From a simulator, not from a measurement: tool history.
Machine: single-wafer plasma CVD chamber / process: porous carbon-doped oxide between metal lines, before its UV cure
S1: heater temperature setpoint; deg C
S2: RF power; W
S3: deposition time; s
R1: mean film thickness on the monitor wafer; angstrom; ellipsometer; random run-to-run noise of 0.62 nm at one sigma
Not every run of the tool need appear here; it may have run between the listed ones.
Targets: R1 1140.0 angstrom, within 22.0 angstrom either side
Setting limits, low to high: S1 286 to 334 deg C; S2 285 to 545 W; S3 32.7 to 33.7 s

run  hour   S1   S2    S3      R1
  1   0.0  310  415  32.7  1509.7
  2   7.1  318  415  32.7  1427.3
  3  14.0  327  415  32.7  1371.4
  4  14.6  328  400  32.7  1305.6
  5  20.6  328  400  32.7  1313.4
  6  27.3  328  375  32.7  1221.4
  7  33.4  329  370  32.7  1208.5
  8  36.2  334  345  32.7  1095.8
  9  43.0  333  345  32.7  1098.2
 10  48.9  332  345  32.7  1099.6
 11  49.4  331  345  32.7  1101.1

Which one of the following 5 next-run settings gets every result inside its allowed miss? There is exactly one.
  A  49.9  333  335  33.1   ?
  B  49.9  334  335  33.3   ?
  C  49.9  334  330  32.7   ?
  D  49.9  319  310  33.5   ?
  E  49.9  331  345  33.7   ?

move      R1
   A  1081.2
   B  1082.1
   C  1045.9
   D  1082.5
   E  1146.8
A: moves away from the targets compared with the last run
B: moves away from the targets compared with the last run
C: moves away from the targets compared with the last run
D: moves away from the targets compared with the last run
E: every result within its allowed miss
The right move is E.

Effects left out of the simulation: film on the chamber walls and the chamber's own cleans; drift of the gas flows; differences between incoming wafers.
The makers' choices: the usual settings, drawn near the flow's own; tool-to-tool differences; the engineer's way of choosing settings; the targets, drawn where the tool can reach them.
